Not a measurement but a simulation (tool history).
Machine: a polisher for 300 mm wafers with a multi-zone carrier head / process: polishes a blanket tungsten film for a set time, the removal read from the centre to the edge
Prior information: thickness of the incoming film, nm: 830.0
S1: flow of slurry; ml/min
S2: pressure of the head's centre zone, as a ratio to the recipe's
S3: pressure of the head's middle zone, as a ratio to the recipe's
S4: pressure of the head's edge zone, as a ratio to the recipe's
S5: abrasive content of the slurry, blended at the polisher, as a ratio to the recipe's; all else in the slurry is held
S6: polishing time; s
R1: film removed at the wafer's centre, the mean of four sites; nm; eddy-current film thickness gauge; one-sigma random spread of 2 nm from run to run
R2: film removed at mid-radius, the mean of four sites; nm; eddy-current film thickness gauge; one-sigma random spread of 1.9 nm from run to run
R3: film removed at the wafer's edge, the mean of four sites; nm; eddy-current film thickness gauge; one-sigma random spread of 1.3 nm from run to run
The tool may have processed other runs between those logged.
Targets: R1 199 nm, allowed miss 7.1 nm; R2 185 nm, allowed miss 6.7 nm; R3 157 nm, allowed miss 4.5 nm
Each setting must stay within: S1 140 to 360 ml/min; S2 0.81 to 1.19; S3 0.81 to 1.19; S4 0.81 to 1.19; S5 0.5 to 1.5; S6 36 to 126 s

| run | hour | S1 | S2 | S3 | S4 | S5 | S6 | R1 | R2 | R3 |
|---|---|---|---|---|---|---|---|---|---|---|
| 1 | 0 | 230 | 1 | 1 | 1 | 1 | 81 | 312.54 | 305.08 | 303.73 |
| 2 | 2 | 230 | 1.03 | 1 | 1 | 1 | 81 | 322.4 | 304.5 | 306.89 |
| 3 | 4.2 | 230 | 1.03 | 0.95 | 1 | 1 | 81 | 323.16 | 287.35 | 300.35 |
| 4 | 12.7 | 255 | 1.06 | 1 | 0.94 | 0.85 | 66 | 262.85 | 238.37 | 233.89 |
| 5 | 18.5 | 290 | 1.06 | 1 | 0.94 | 0.85 | 66 | 262.85 | 241.78 | 232.91 |
| 6 | 24.2 | 300 | 1.08 | 1.03 | 0.9 | 0.75 | 59 | 237.72 | 215.97 | 199.23 |
| 7 | 25.6 | 305 | 1.08 | 1.05 | 0.87 | 0.65 | 56 | 213.98 | 199.27 | 180.24 |
| 8 | 28.1 | 305 | 1.09 | 1.07 | 0.85 | 0.6 | 55 | 210.42 | 190.67 | 169.39 |
| 9 | 36.2 | 295 | 1.09 | 1.09 | 0.84 | 0.6 | 55 | 207.02 | 195.81 | 170.94 |
| 10 | 39.7 | 315 | 1.12 | 1.1 | 0.81 | 0.5 | 49 | 179.37 | 169.3 | 140.02 |
| 11 | 45 | 315 | 1.13 | 1.11 | 0.85 | 0.55 | 49 | 185.35 | 173.69 | 146.69 |
| 12 | 51.4 | 315 | 1.13 | 1.11 | 0.85 | 0.6 | 49 | 192.24 | 178 | 148.88 |

Which one of the following 4 next-run settings gets every result inside its allowed miss? There is exactly one.
| A | 57.8 | 360 | 1.13 | 1.11 | 0.83 | 0.5 | 50 | ? | ? | ? |
| B | 57.8 | 265 | 0.98 | 1.15 | 0.87 | 0.5 | 57 | ? | ? | ? |
| C | 57.8 | 250 | 1.03 | 1.13 | 0.88 | 0.7 | 49 | ? | ? | ? |
| D | 57.8 | 325 | 1.16 | 1.15 | 0.92 | 0.8 | 45 | ? | ? | ? |

| move | R1 | R2 | R3 |
|---|---|---|---|
| A | 187.18 | 174.36 | 146.05 |
| B | 179.27 | 199.34 | 166.12 |
| C | 178.01 | 185.57 | 158.06 |
| D | 197.07 | 184.32 | 156.76 |
A: moves away from the targets compared with the last run
B: takes the result that was furthest off past its target
C: puts the biggest miss on target and leaves a different result outside tolerance
D: all results in spec
Answer: D

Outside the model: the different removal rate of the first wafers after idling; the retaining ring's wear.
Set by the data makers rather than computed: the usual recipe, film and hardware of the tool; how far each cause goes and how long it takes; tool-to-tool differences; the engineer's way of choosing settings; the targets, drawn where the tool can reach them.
